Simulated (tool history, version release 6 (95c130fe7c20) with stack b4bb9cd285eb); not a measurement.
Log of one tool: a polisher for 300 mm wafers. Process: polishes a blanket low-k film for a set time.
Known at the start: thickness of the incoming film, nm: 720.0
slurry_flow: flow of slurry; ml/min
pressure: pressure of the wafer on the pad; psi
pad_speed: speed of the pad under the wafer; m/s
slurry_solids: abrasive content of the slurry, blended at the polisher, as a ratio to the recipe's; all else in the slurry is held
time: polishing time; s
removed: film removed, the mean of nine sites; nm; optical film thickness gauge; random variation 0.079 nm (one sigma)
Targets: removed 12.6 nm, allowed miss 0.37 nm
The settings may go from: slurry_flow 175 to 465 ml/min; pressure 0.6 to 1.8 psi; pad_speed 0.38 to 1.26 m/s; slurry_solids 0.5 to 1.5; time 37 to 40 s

run 1 day=0 | slurry_flow=295 pressure=1.2 pad_speed=0.82 slurry_solids=1 time=40 | removed=8.2279
run 2 day=0.242 | slurry_flow=360 pressure=1.2 pad_speed=0.82 slurry_solids=1 time=40 | removed=8.3822
run 3 day=0.317 | slurry_flow=360 pressure=1.3 pad_speed=0.82 slurry_solids=1 time=40 | removed=9.0408
run 4 day=0.438 | slurry_flow=360 pressure=1.4 pad_speed=0.82 slurry_solids=1 time=40 | removed=9.8173
run 5 day=0.788 | slurry_flow=360 pressure=1.4 pad_speed=0.82 slurry_solids=0.8 time=40 | removed=8.9822
run 6 day=0.842 | slurry_flow=360 pressure=1.2 pad_speed=0.82 slurry_solids=0.8 time=40 | removed=7.7284
run 7 day=0.962 | slurry_flow=360 pressure=1.4 pad_speed=0.82 slurry_solids=0.8 time=40 | removed=8.9858
run 8 day=1.162 | slurry_flow=360 pressure=1.5 pad_speed=0.82 slurry_solids=0.8 time=40 | removed=9.6241
run 9 day=1.329 | slurry_flow=360 pressure=1.6 pad_speed=0.84 slurry_solids=0.8 time=40 | removed=10.284
run 10 day=1.488 | slurry_flow=365 pressure=1.7 pad_speed=0.86 slurry_solids=0.8 time=40 | removed=11.147
run 11 day=1.742 | slurry_flow=365 pressure=1.7 pad_speed=0.88 slurry_solids=0.8 time=40 | removed=11.3
run 12 day=1.925 | slurry_flow=365 pressure=1.7 pad_speed=0.9 slurry_solids=0.8 time=40 | removed=11.589

Which of these 5 next moves meets every target?
run A day=2.108 | slurry_flow=370 pressure=1.8 pad_speed=0.92 slurry_solids=0.95 time=40 | removed=?
run B day=2.108 | slurry_flow=395 pressure=1.6 pad_speed=1.02 slurry_solids=1 time=38 | removed=?
run C day=2.108 | slurry_flow=330 pressure=1.7 pad_speed=0.84 slurry_solids=0.9 time=38 | removed=?
run D day=2.108 | slurry_flow=370 pressure=1.6 pad_speed=0.94 slurry_solids=0.9 time=40 | removed=?
run E day=2.108 | slurry_flow=330 pressure=1.8 pad_speed=0.94 slurry_solids=0.7 time=39 | removed=?

move=A removed=13.355
move=B removed=12.572
move=C removed=10.833
move=D removed=11.865
move=E removed=11.679
A: takes the result that was furthest off past its target
B: meets every target
C: further off than the last run
D: nearer than the last run, and not there yet
E: nearer than the last run, and not there yet
Answer: B
